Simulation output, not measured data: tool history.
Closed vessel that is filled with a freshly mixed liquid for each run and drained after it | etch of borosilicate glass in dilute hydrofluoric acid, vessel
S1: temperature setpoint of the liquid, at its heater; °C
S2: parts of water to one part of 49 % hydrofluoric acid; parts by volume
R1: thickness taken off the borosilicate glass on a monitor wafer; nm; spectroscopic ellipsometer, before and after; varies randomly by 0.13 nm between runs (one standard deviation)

{"run": 1, "hour": 0.0, "S1": 23, "S2": 165, "time in the liquid (s)": 235, "R1": 36.381}
{"run": 2, "hour": 6.8, "S1": 23, "S2": 115, "time in the liquid (s)": 235, "R1": 55.489}
{"run": 3, "hour": 15.7, "S1": 22, "S2": 125, "time in the liquid (s)": 235, "R1": 48.66}
{"run": 4, "hour": 18.8, "S1": 21, "S2": 135, "time in the liquid (s)": 235, "R1": 42.947}
{"run": 5, "hour": 24.2, "S1": 21, "S2": 135, "time in the liquid (s)": 255, "R1": 46.314}
{"run": 6, "hour": 27.4, "S1": 21, "S2": 135, "time in the liquid (s)": 255, "R1": 46.478}
{"run": 7, "hour": 36.0, "S1": 20.5, "S2": 145, "time in the liquid (s)": 255, "R1": 41.925}
{"run": 8, "hour": 39.6, "S1": 20, "S2": 150, "time in the liquid (s)": 255, "R1": 39.546}
{"run": 9, "hour": 42.0, "S1": 19.5, "S2": 155, "time in the liquid (s)": 255, "R1": 37.438}
{"run": 10, "hour": 43.1, "S1": 19, "S2": 160, "time in the liquid (s)": 255, "R1": 35.552}
{"run": 11, "hour": 45.4, "S1": 18.5, "S2": 165, "time in the liquid (s)": 255, "R1": 33.182}

Predict the results of run 12:
{"run": 12, "hour": 53.9, "S1": 18.5, "S2": 170, "time in the liquid (s)": 255, "R1": "?"}

{"run 12": {"R1": 32.281}}
